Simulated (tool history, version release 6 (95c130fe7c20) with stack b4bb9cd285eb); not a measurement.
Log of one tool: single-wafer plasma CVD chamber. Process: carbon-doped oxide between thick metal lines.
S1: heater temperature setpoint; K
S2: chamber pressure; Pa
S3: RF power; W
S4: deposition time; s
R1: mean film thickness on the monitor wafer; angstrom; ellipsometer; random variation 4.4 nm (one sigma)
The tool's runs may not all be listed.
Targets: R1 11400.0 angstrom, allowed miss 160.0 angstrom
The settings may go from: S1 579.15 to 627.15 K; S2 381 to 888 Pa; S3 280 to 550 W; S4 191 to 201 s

{"run": 1, "hour": 0.0, "S1": 603.15, "S2": 635, "S3": 415, "S4": 201, "R1": 9638.6}
{"run": 2, "hour": 7.1, "S1": 603.15, "S2": 747, "S3": 415, "S4": 201, "R1": 9967.1}
{"run": 3, "hour": 11.1, "S1": 599.15, "S2": 783, "S3": 420, "S4": 201, "R1": 10169.0}
{"run": 4, "hour": 16.9, "S1": 609.15, "S2": 783, "S3": 420, "S4": 201, "R1": 9903.0}
{"run": 5, "hour": 23.6, "S1": 609.15, "S2": 783, "S3": 420, "S4": 201, "R1": 9941.1}
{"run": 6, "hour": 26.8, "S1": 605.15, "S2": 809, "S3": 430, "S4": 201, "R1": 10245.0}
{"run": 7, "hour": 30.5, "S1": 601.15, "S2": 829, "S3": 440, "S4": 201, "R1": 10614.0}
{"run": 8, "hour": 32.3, "S1": 589.15, "S2": 888, "S3": 445, "S4": 201, "R1": 11127.0}
{"run": 9, "hour": 35.3, "S1": 588.15, "S2": 888, "S3": 445, "S4": 201, "R1": 11229.0}

Which of these 5 next moves meets every target?
{"run": "A", "hour": 38.3, "S1": 588.15, "S2": 851, "S3": 470, "S4": 198, "R1": "?"}
{"run": "B", "hour": 38.3, "S1": 602.15, "S2": 876, "S3": 450, "S4": 201, "R1": "?"}
{"run": "C", "hour": 38.3, "S1": 585.15, "S2": 885, "S3": 445, "S4": 195, "R1": "?"}
{"run": "D", "hour": 38.3, "S1": 596.15, "S2": 836, "S3": 445, "S4": 201, "R1": "?"}
{"run": "E", "hour": 38.3, "S1": 589.15, "S2": 888, "S3": 445, "S4": 201, "R1": "?"}

move=A R1=11392.0
move=B R1=10792.0
move=C R1=10947.0
move=D R1=10845.0
move=E R1=11138.0
A: meets every target
B: further off than the last run
C: further off than the last run
D: further off than the last run
E: further off than the last run
Move A is the one to make.
